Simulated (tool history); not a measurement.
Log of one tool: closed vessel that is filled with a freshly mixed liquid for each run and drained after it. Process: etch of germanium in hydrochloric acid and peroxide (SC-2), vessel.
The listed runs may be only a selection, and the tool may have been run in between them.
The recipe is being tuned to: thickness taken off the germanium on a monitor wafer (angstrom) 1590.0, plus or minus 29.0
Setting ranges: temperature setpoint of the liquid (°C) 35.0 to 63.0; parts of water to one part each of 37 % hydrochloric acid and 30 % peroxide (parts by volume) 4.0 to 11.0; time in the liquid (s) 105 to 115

run  hour  temperature setpoint of the liquid (°C)  parts of water to one part each of 37 % hydrochloric acid and 30 % peroxide (parts by volume)  time in the liquid (s)  thickness taken off the germanium on a monitor wafer (angstrom)
  1   0.0                                     47.0                                                                                            6.0                     105                                                           2139.4
  2   5.3                                     47.0                                                                                            6.0                     105                                                           2137.2
  3  11.7                                     47.0                                                                                            4.0                     105                                                           2179.4
  4  16.4                                     43.5                                                                                            4.0                     105                                                           1921.8
  5  18.8                                     41.5                                                                                            4.0                     105                                                           1792.8
  6  27.0                                     41.5                                                                                            4.0                     105                                                           1821.5
  7  32.9                                     40.0                                                                                            4.0                     105                                                           1722.6
  8  34.8                                     39.0                                                                                            4.0                     105                                                           1661.0
  9  43.1                                     38.5                                                                                            4.0                     105                                                           1648.2
 10  51.7                                     37.0                                                                                            4.0                     105                                                           1540.8

4 candidate next runs follow, results not yet known. Just one meets every target within its allowed miss. Identify it.
  A  60.3                                     36.5                                                                                            6.0                     110                                                                ?
  B  60.3                                     36.5                                                                                            4.0                     105                                                                ?
  C  60.3                                     35.5                                                                                            4.5                     110                                                                ?
  D  60.3                                     36.5                                                                                            4.0                     115                                                                ?

move  thickness taken off the germanium on a monitor wafer (angstrom)
   A                                                           1589.8
   B                                                           1525.4
   C                                                           1541.8
   D                                                           1670.7
A: every result within its allowed miss
B: the biggest miss grows against the last run
C: neither nearer nor further off than the last run
D: moves the result that the last run missed by most past its target, out the other side
So the answer is move A, the one that meets all the targets.

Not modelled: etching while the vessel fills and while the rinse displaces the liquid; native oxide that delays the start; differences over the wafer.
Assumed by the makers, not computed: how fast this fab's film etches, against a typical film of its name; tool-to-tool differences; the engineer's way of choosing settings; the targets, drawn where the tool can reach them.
